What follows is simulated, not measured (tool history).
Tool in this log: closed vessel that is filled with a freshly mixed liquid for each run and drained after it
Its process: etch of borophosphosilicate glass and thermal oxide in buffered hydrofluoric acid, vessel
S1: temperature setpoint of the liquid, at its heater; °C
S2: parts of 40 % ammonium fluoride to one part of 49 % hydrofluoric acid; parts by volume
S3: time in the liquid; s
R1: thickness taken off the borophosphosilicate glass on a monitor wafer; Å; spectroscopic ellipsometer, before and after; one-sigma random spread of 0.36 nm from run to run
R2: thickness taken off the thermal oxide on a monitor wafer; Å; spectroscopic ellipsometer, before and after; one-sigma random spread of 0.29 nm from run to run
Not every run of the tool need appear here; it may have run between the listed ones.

{"run": 1, "hour": 0.0, "S1": 21, "S2": 19.5, "S3": 60, "R1": 514.74, "R2": 275.97}
{"run": 2, "hour": 8.8, "S1": 23, "S2": 19.5, "S3": 60, "R1": 580.81, "R2": 307.17}
{"run": 3, "hour": 17.0, "S1": 25.5, "S2": 19.5, "S3": 60, "R1": 661.4, "R2": 352.81}
{"run": 4, "hour": 23.3, "S1": 25.5, "S2": 17, "S3": 60, "R1": 755.6, "R2": 403.91}
{"run": 5, "hour": 30.2, "S1": 29, "S2": 17, "S3": 60, "R1": 905.19, "R2": 487.11}
{"run": 6, "hour": 35.7, "S1": 28.5, "S2": 17, "S3": 60, "R1": 885.05, "R2": 478.13}
{"run": 7, "hour": 38.6, "S1": 28, "S2": 17, "S3": 60, "R1": 859.58, "R2": 465.51}

Run 8, settings as shown, results not yet in. Your forecast:
{"run": 8, "hour": 39.1, "S1": 27.5, "S2": 17, "S3": 60, "R1": "?", "R2": "?"}

R1: 845.44 Å
R2: 451.35 Å

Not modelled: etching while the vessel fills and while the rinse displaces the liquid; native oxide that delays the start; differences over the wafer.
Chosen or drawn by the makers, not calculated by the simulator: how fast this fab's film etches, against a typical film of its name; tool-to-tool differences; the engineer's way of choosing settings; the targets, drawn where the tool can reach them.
